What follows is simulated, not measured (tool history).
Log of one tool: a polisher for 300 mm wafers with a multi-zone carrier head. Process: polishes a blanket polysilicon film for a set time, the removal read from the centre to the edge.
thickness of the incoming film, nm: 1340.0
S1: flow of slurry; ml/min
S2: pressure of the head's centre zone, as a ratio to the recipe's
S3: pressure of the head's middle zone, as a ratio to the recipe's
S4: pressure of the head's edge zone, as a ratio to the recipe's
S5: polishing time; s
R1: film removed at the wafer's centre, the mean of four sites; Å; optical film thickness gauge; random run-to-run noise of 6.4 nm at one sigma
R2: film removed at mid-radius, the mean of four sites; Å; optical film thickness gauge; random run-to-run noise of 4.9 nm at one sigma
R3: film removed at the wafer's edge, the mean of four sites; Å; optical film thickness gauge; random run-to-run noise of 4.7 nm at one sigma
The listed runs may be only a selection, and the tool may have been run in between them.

| run | hour | S1 | S2 | S3 | S4 | S5 | R1 | R2 | R3 |
|---|---|---|---|---|---|---|---|---|---|
| 1 | 0 | 280 | 1 | 1 | 1 | 56 | 4724.5 | 4815.1 | 4868.7 |
| 2 | 3.2 | 280 | 1 | 1 | 0.94 | 56 | 4744.5 | 4757.2 | 4753.9 |
| 3 | 9 | 330 | 1 | 1 | 0.94 | 56 | 4910.1 | 4851.7 | 4824 |
| 4 | 11.6 | 370 | 1 | 1 | 0.94 | 56 | 4907.4 | 4882.9 | 4889.5 |
| 5 | 15.1 | 370 | 1 | 1 | 0.94 | 44 | 3790.9 | 3831.3 | 3862.7 |
| 6 | 22.7 | 375 | 0.99 | 0.99 | 0.96 | 46 | 4027.7 | 4050.4 | 4076.8 |
| 7 | 26.2 | 370 | 0.97 | 0.97 | 0.98 | 48 | 4052.2 | 4079.4 | 4227.9 |
| 8 | 34.9 | 370 | 0.97 | 0.97 | 0.98 | 48 | 4126.2 | 4058.6 | 4232.1 |
| 9 | 40.6 | 360 | 0.95 | 0.97 | 1 | 50 | 4141.4 | 4195 | 4439.1 |
| 10 | 45.5 | 360 | 0.94 | 0.97 | 1.02 | 52 | 4329.7 | 4421.3 | 4615.2 |
| 11 | 46.9 | 350 | 0.93 | 0.96 | 1.04 | 54 | 4458.7 | 4551.5 | 4800.4 |
| 12 | 50.9 | 340 | 0.92 | 0.95 | 1.06 | 56 | 4491.2 | 4710 | 5051 |

Run 13 comes next. What will it give?
| 13 | 53.3 | 340 | 0.92 | 0.94 | 1.07 | 57 | ? | ? | ? |

R1: 4659.4 Å
R2: 4705.9 Å
R3: 5236.7 Å
